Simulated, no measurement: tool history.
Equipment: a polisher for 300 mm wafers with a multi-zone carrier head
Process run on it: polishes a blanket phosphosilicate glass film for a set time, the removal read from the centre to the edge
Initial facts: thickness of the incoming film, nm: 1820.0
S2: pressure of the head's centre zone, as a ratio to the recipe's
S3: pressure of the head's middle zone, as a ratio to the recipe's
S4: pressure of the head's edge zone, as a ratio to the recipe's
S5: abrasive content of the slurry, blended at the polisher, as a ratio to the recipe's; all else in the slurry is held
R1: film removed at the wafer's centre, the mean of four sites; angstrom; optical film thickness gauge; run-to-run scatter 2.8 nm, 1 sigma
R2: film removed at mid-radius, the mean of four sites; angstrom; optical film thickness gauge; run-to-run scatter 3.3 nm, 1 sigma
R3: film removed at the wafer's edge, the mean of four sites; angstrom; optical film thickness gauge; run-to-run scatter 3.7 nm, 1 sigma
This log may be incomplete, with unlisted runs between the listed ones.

{"run": 1, "hour": 0.0, "flow of slurry (ml/min)": 190, "S2": 1.0, "S3": 1.0, "S4": 1.0, "S5": 1.0, "polishing time (s)": 87, "R1": 4617.1, "R2": 4612.3, "R3": 4821.5}
{"run": 2, "hour": 6.1, "flow of slurry (ml/min)": 185, "S2": 0.98, "S3": 1.0, "S4": 0.98, "S5": 0.95, "polishing time (s)": 86, "R1": 4392.6, "R2": 4413.8, "R3": 4450.8}
{"run": 3, "hour": 8.8, "flow of slurry (ml/min)": 185, "S2": 0.98, "S3": 1.0, "S4": 0.95, "S5": 0.95, "polishing time (s)": 86, "R1": 4249.2, "R2": 4454.3, "R3": 4342.1}
{"run": 4, "hour": 15.0, "flow of slurry (ml/min)": 180, "S2": 0.96, "S3": 0.98, "S4": 0.94, "S5": 0.9, "polishing time (s)": 86, "R1": 4117.1, "R2": 4238.6, "R3": 4326.7}
{"run": 5, "hour": 17.8, "flow of slurry (ml/min)": 175, "S2": 0.95, "S3": 0.98, "S4": 0.93, "S5": 0.85, "polishing time (s)": 85, "R1": 3914.3, "R2": 3935.1, "R3": 4100.4}
{"run": 6, "hour": 26.3, "flow of slurry (ml/min)": 175, "S2": 0.95, "S3": 0.98, "S4": 1.0, "S5": 0.85, "polishing time (s)": 85, "R1": 3891.3, "R2": 4033.5, "R3": 4143.7}
{"run": 7, "hour": 29.8, "flow of slurry (ml/min)": 170, "S2": 0.94, "S3": 0.98, "S4": 0.99, "S5": 0.8, "polishing time (s)": 85, "R1": 3665.2, "R2": 3861.3, "R3": 3997.7}
{"run": 8, "hour": 38.5, "flow of slurry (ml/min)": 170, "S2": 0.94, "S3": 0.98, "S4": 0.99, "S5": 0.8, "polishing time (s)": 85, "R1": 3774.9, "R2": 3869.9, "R3": 3885.2}
{"run": 9, "hour": 42.6, "flow of slurry (ml/min)": 170, "S2": 0.92, "S3": 0.98, "S4": 0.99, "S5": 0.8, "polishing time (s)": 84, "R1": 3610.5, "R2": 3808.0, "R3": 4008.5}
{"run": 10, "hour": 50.2, "flow of slurry (ml/min)": 165, "S2": 0.91, "S3": 0.98, "S4": 0.98, "S5": 0.75, "polishing time (s)": 84, "R1": 3405.4, "R2": 3608.0, "R3": 3758.3}
{"run": 11, "hour": 52.7, "flow of slurry (ml/min)": 160, "S2": 0.9, "S3": 0.99, "S4": 0.97, "S5": 0.75, "polishing time (s)": 84, "R1": 3370.9, "R2": 3634.9, "R3": 3755.0}
{"run": 12, "hour": 56.2, "flow of slurry (ml/min)": 155, "S2": 0.9, "S3": 0.99, "S4": 0.97, "S5": 0.7, "polishing time (s)": 84, "R1": 3192.0, "R2": 3431.4, "R3": 3526.0}
{"run": 13, "hour": 63.2, "flow of slurry (ml/min)": 150, "S2": 0.9, "S3": 0.99, "S4": 0.96, "S5": 0.7, "polishing time (s)": 84, "R1": 3182.9, "R2": 3445.1, "R3": 3643.1}

Run 14 comes next. What will it give?
{"run": 14, "hour": 67.0, "flow of slurry (ml/min)": 155, "S2": 0.89, "S3": 0.99, "S4": 0.96, "S5": 0.65, "polishing time (s)": 84, "R1": "?", "R2": "?", "R3": "?"}

Logged for run 14: R1 2974.1 angstrom, R2 3332.6 angstrom, R3 3382.3 angstrom.
